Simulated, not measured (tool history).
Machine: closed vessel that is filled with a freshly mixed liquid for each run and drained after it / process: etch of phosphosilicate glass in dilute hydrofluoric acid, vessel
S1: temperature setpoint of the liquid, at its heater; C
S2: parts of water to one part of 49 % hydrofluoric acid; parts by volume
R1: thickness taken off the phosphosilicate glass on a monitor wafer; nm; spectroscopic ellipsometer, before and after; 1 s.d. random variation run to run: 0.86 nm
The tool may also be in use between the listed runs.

run 1 hour=0.0 | S1=24.0 S2=170 time_in_the_liquid_(s)=95 | R1=86.909
run 2 hour=3.0 | S1=26.0 S2=170 time_in_the_liquid_(s)=95 | R1=93.419
run 3 hour=10.1 | S1=26.5 S2=165 time_in_the_liquid_(s)=95 | R1=98.561
run 4 hour=15.5 | S1=23.5 S2=165 time_in_the_liquid_(s)=95 | R1=88.279
run 5 hour=22.7 | S1=23.5 S2=205 time_in_the_liquid_(s)=95 | R1=67.492
run 6 hour=25.8 | S1=24.5 S2=205 time_in_the_liquid_(s)=95 | R1=70.181
run 7 hour=31.1 | S1=25.5 S2=195 time_in_the_liquid_(s)=95 | R1=78.690
run 8 hour=32.6 | S1=26.0 S2=190 time_in_the_liquid_(s)=95 | R1=81.177
run 9 hour=39.5 | S1=26.5 S2=185 time_in_the_liquid_(s)=95 | R1=85.719
run 10 hour=40.5 | S1=27.0 S2=180 time_in_the_liquid_(s)=95 | R1=90.056

Run 11, settings as shown, results not yet in. Your forecast:
run 11 hour=48.0 | S1=27.5 S2=175 time_in_the_liquid_(s)=95 | R1=?

R1: 95.047 nm

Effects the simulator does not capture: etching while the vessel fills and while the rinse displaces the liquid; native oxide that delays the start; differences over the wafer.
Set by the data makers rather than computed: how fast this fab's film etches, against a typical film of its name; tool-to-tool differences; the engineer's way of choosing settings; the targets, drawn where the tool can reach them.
